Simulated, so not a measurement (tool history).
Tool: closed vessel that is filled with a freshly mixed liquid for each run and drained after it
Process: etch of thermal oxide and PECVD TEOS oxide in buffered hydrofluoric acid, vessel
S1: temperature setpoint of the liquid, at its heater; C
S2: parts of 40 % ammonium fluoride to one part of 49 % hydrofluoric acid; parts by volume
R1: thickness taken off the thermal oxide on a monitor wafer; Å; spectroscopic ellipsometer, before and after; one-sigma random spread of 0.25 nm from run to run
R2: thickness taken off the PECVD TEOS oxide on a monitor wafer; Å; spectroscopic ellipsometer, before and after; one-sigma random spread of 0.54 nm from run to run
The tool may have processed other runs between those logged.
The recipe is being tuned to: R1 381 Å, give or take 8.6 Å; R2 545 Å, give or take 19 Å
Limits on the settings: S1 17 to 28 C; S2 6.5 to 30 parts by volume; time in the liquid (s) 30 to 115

Run 1, day 0: S1 20 C, S2 19.5 parts by volume, time in the liquid (s) 60. Result: R1 318.03 Å, R2 458.65 Å.
Run 2, day 0.221: S1 21 C, S2 19.5 parts by volume, time in the liquid (s) 60. Result: R1 338.85 Å, R2 475.82 Å.
Run 3, day 0.504: S1 21.5 C, S2 19 parts by volume, time in the liquid (s) 60. Result: R1 355.14 Å, R2 511.73 Å.
Run 4, day 0.871: S1 22 C, S2 19 parts by volume, time in the liquid (s) 60. Result: R1 367.93 Å, R2 519.41 Å.
Run 5, day 0.954: S1 20.5 C, S2 19 parts by volume, time in the liquid (s) 60. Result: R1 339.16 Å, R2 479.32 Å.
Run 6, day 1.229: S1 21 C, S2 19 parts by volume, time in the liquid (s) 60. Result: R1 346.48 Å, R2 491.98 Å.
Run 7, day 1.271: S1 21.5 C, S2 19 parts by volume, time in the liquid (s) 60. Result: R1 352.25 Å, R2 508.73 Å.
Run 8, day 1.504: S1 22 C, S2 19 parts by volume, time in the liquid (s) 60. Result: R1 366.76 Å, R2 518.7 Å.

Below are 4 possible settings for the next run. Only one of them brings all results inside the allowed miss of their targets. Which is it?
Run A, day 1.738: S1 23 C, S2 21.5 parts by volume, time in the liquid (s) 65. Result: R1 ?, R2 ?.
Run B, day 1.738: S1 17 C, S2 17 parts by volume, time in the liquid (s) 80. Result: R1 ?, R2 ?.
Run C, day 1.738: S1 22 C, S2 18.5 parts by volume, time in the liquid (s) 65. Result: R1 ?, R2 ?.
Run D, day 1.738: S1 21.5 C, S2 18 parts by volume, time in the liquid (s) 65. Result: R1 ?, R2 ?.

move      R1      R2
   A  377.18  541.31
   B  409.02  587.01
   C  405.12  581.42
   D  404.84  581.01
A: hits every target within its allowed miss
B: takes the result that was furthest off past its target
C: takes the result that was furthest off past its target
D: takes the result that was furthest off past its target
Move A is the one to make.

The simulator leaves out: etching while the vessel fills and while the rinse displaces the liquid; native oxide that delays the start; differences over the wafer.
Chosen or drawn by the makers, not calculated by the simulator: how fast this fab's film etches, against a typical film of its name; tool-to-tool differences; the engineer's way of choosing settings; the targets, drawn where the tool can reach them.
